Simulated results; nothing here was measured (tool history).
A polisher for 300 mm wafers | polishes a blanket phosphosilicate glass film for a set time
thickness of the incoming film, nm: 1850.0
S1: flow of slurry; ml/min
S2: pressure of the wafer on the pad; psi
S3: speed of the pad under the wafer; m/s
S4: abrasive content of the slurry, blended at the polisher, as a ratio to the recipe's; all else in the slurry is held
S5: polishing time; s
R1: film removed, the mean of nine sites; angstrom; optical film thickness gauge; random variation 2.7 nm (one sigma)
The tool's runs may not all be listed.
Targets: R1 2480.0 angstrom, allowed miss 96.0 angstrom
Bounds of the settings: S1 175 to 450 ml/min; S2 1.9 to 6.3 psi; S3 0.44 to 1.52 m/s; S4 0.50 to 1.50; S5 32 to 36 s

run,day,S1,S2,S3,S4,S5,R1
1,0.000,290,4.1,0.98,1.00,36,3944.4
2,0.358,290,3.6,0.98,1.00,36,3633.4
3,0.662,290,3.6,1.08,1.00,36,3993.1
4,0.717,290,3.2,1.04,1.00,36,3466.1
5,1.033,290,3.2,1.04,1.00,32,3093.8
6,1.150,325,3.2,1.04,1.00,32,3110.0
7,1.171,325,3.0,1.04,1.00,32,3075.7
8,1.333,325,2.8,1.04,1.00,32,2898.2
9,1.604,325,2.6,1.04,1.00,32,2805.5
10,1.942,325,2.0,1.02,1.00,32,2368.0

Which of these 5 next moves meets every target?
A,2.279,365,2.0,0.98,1.15,32,?
B,2.279,300,1.9,0.98,1.00,32,?
C,2.279,265,1.9,0.98,1.00,33,?
D,2.279,305,1.9,0.84,1.05,35,?
E,2.279,320,2.1,0.98,0.90,34,?

move,R1
A,2496.4
B,2194.5
C,2238.9
D,2194.2
E,2287.5
A: meets every target
B: further off than the last run
C: further off than the last run
D: further off than the last run
E: further off than the last run
Move A is the one to make.
